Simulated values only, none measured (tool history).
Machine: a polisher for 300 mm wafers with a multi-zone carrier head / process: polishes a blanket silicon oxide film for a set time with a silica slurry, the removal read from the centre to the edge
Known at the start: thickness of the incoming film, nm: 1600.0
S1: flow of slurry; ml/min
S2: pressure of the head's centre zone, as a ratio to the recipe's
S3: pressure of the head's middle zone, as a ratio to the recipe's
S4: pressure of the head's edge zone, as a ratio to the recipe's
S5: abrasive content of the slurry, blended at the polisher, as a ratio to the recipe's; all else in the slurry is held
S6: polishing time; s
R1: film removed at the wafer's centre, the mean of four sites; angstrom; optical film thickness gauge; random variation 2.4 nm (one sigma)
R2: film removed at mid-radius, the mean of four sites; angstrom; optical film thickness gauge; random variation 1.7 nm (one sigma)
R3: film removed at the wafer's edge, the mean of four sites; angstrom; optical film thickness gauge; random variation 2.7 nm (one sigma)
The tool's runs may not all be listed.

{"run": 1, "hour": 0.0, "S1": 240, "S2": 1, "S3": 1, "S4": 1, "S5": 1, "S6": 80, "R1": 1655.1, "R2": 1699, "R3": 1707.1}
{"run": 2, "hour": 7.6, "S1": 240, "S2": 1.01, "S3": 0.97, "S4": 1.04, "S5": 1.1, "S6": 83, "R1": 1786.4, "R2": 1749.6, "R3": 1846.1}
{"run": 3, "hour": 8.4, "S1": 240, "S2": 1.01, "S3": 0.97, "S4": 1.04, "S5": 1.1, "S6": 69, "R1": 1476.1, "R2": 1457.7, "R3": 1552.6}
{"run": 4, "hour": 9.7, "S1": 240, "S2": 1.01, "S3": 0.95, "S4": 1.07, "S5": 1.2, "S6": 75, "R1": 1691.2, "R2": 1611.7, "R3": 1743.1}
{"run": 5, "hour": 14.5, "S1": 275, "S2": 1.01, "S3": 0.95, "S4": 1.07, "S5": 1.2, "S6": 75, "R1": 1716, "R2": 1637.4, "R3": 1762.6}
{"run": 6, "hour": 19.0, "S1": 275, "S2": 1.01, "S3": 1, "S4": 1.07, "S5": 1.2, "S6": 75, "R1": 1694.2, "R2": 1713.8, "R3": 1796.1}
{"run": 7, "hour": 24.2, "S1": 205, "S2": 0.99, "S3": 0.9, "S4": 1.17, "S5": 1.45, "S6": 97, "R1": 2175.2, "R2": 2048.2, "R3": 2454.8}
{"hour": 28.9, "done": "worn pad replaced by a new one"}
{"run": 8, "hour": 28.9, "S1": 220, "S2": 0.99, "S3": 0.89, "S4": 1.17, "S5": 1.45, "S6": 98, "R1": 2606.1, "R2": 2413.3, "R3": 2880.3}
{"run": 9, "hour": 32.5, "S1": 215, "S2": 0.99, "S3": 0.88, "S4": 1.17, "S5": 1.45, "S6": 98, "R1": 2597.5, "R2": 2399.9, "R3": 2908}
{"run": 10, "hour": 41.5, "S1": 215, "S2": 0.99, "S3": 0.88, "S4": 1.17, "S5": 1.45, "S6": 98, "R1": 2553.8, "R2": 2379.6, "R3": 2894.3}

For run 11, what comes out?
{"run": 11, "hour": 49.8, "S1": 210, "S2": 1, "S3": 0.88, "S4": 1.17, "S5": 1.45, "S6": 98, "R1": "?", "R2": "?", "R3": "?"}

For run 11 the tool returned R1 2629.1 angstrom, R2 2386.7 angstrom, R3 2929.5 angstrom.
